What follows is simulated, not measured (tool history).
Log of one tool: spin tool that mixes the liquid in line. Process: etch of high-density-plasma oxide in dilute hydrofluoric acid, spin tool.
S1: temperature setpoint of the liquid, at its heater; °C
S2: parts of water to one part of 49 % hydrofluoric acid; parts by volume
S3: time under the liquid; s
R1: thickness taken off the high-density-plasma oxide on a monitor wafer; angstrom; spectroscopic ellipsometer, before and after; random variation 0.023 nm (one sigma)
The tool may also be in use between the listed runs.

run 1 hour=0 | S1=24 S2=270 S3=75 | R1=12.246
run 2 hour=6.2 | S1=25 S2=250 S3=75 | R1=13.955
run 3 hour=10.3 | S1=26 S2=235 S3=75 | R1=15.636
run 4 hour=17 | S1=26 S2=235 S3=55 | R1=11.6
run 5 hour=26 | S1=26 S2=205 S3=55 | R1=13.497
run 6 hour=28.6 | S1=23.5 S2=205 S3=55 | R1=12.249
run 7 hour=33.3 | S1=27.5 S2=95 S3=55 | R1=35.534
run 8 hour=36.4 | S1=27 S2=95 S3=55 | R1=34.244
run 9 hour=43.1 | S1=26.5 S2=95 S3=55 | R1=34.376
run 10 hour=45.8 | S1=25.5 S2=95 S3=55 | R1=32.892
run 11 hour=54.9 | S1=24.5 S2=95 S3=55 | R1=31.907

Run 12 comes next. What will it give?
run 12 hour=58.9 | S1=23.5 S2=95 S3=55 | R1=?

{"run 12": {"R1": 30.472}}
